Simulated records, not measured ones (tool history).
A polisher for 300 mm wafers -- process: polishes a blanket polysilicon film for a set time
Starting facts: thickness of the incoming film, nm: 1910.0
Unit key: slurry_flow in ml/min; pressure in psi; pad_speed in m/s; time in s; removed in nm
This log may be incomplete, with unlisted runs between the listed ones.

{"run": 1, "hour": 0.0, "slurry_flow": 235, "pressure": 3.5, "pad_speed": 1.14, "time": 72, "removed": 999.81}
{"run": 2, "hour": 5.8, "slurry_flow": 235, "pressure": 3.1, "pad_speed": 1.14, "time": 72, "removed": 871.04}
{"run": 3, "hour": 11.0, "slurry_flow": 240, "pressure": 3.5, "pad_speed": 1.14, "time": 72, "removed": 995.39}
{"run": 4, "hour": 18.7, "slurry_flow": 240, "pressure": 3.8, "pad_speed": 1.14, "time": 72, "removed": 1074.8}
{"run": 5, "hour": 27.7, "slurry_flow": 295, "pressure": 3.8, "pad_speed": 1.14, "time": 72, "removed": 1105.7}
{"run": 6, "hour": 32.1, "slurry_flow": 295, "pressure": 3.3, "pad_speed": 1.14, "time": 72, "removed": 939.61}
{"run": 7, "hour": 34.8, "slurry_flow": 295, "pressure": 3.7, "pad_speed": 1.14, "time": 72, "removed": 1051.8}

Run 8 has not been measured yet. What should we expect?
{"run": 8, "hour": 39.1, "slurry_flow": 295, "pressure": 4, "pad_speed": 1.14, "time": 72, "removed": "?"}

Run 8 produced removed 1147.2 nm.

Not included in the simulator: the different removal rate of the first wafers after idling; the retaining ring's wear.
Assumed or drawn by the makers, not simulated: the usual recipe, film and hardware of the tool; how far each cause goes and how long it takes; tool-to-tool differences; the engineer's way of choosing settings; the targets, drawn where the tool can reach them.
